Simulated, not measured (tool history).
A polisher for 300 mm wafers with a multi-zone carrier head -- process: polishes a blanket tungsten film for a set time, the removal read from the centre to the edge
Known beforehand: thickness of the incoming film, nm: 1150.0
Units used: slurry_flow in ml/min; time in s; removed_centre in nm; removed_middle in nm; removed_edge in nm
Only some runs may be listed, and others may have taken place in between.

Run 1, hour 0: slurry_flow 205 ml/min, centre_zone 1, middle_zone 1, edge_zone 1, slurry_solids 1, time 67 s. Result: removed_centre 384.2 nm, removed_middle 387.93 nm, removed_edge 387.74 nm.
Run 2, hour 5.5: slurry_flow 200 ml/min, centre_zone 0.98, middle_zone 0.99, edge_zone 1, slurry_solids 0.95, time 66 s. Result: removed_centre 364.38 nm, removed_middle 372.18 nm, removed_edge 372.04 nm.
Run 3, hour 11.1: slurry_flow 195 ml/min, centre_zone 0.96, middle_zone 0.98, edge_zone 1.01, slurry_solids 0.9, time 65 s. Result: removed_centre 350.37 nm, removed_middle 355.71 nm, removed_edge 363.96 nm.
Run 4, hour 17.5: slurry_flow 195 ml/min, centre_zone 0.96, middle_zone 0.98, edge_zone 1.01, slurry_solids 0.7, time 65 s. Result: removed_centre 330.37 nm, removed_middle 343.86 nm, removed_edge 351.75 nm.
Run 5, hour 25.7: slurry_flow 195 ml/min, centre_zone 0.96, middle_zone 0.98, edge_zone 0.95, slurry_solids 0.7, time 65 s. Result: removed_centre 336.41 nm, removed_middle 336.31 nm, removed_edge 338.8 nm.
Run 6, hour 27.3: slurry_flow 195 ml/min, centre_zone 1.02, middle_zone 0.98, edge_zone 0.95, slurry_solids 0.7, time 65 s. Result: removed_centre 352.3 nm, removed_middle 342.89 nm, removed_edge 339.69 nm.
Run 7, hour 35.5: slurry_flow 140 ml/min, centre_zone 0.92, middle_zone 0.97, edge_zone 1.05, slurry_solids 0.5, time 50 s. Result: removed_centre 215.77 nm, removed_middle 226.67 nm, removed_edge 244.65 nm.
Run 8, hour 42: slurry_flow 145 ml/min, centre_zone 0.92, middle_zone 0.97, edge_zone 1.06, slurry_solids 0.5, time 50 s. Result: removed_centre 216.85 nm, removed_middle 225.21 nm, removed_edge 249.32 nm.
Run 9, hour 50.3: slurry_flow 150 ml/min, centre_zone 0.92, middle_zone 0.97, edge_zone 1.07, slurry_solids 0.5, time 50 s. Result: removed_centre 221.29 nm, removed_middle 234.37 nm, removed_edge 252.5 nm.
Run 10, hour 55.7: slurry_flow 155 ml/min, centre_zone 0.92, middle_zone 0.97, edge_zone 1.08, slurry_solids 0.5, time 50 s. Result: removed_centre 224.88 nm, removed_middle 234.46 nm, removed_edge 257.4 nm.
Run 11, hour 62.6: slurry_flow 155 ml/min, centre_zone 0.91, middle_zone 0.97, edge_zone 1.09, slurry_solids 0.5, time 50 s. Result: removed_centre 214.64 nm, removed_middle 228.64 nm, removed_edge 250.08 nm.

Run 12 comes next. What will it give?
Run 12, hour 69.4: slurry_flow 160 ml/min, centre_zone 0.91, middle_zone 0.97, edge_zone 1.1, slurry_solids 0.5, time 50 s. Result: removed_centre ?, removed_middle ?, removed_edge ?.

Run 12 gave removed_centre 219.54 nm, removed_middle 235.22 nm, removed_edge 256.6 nm.
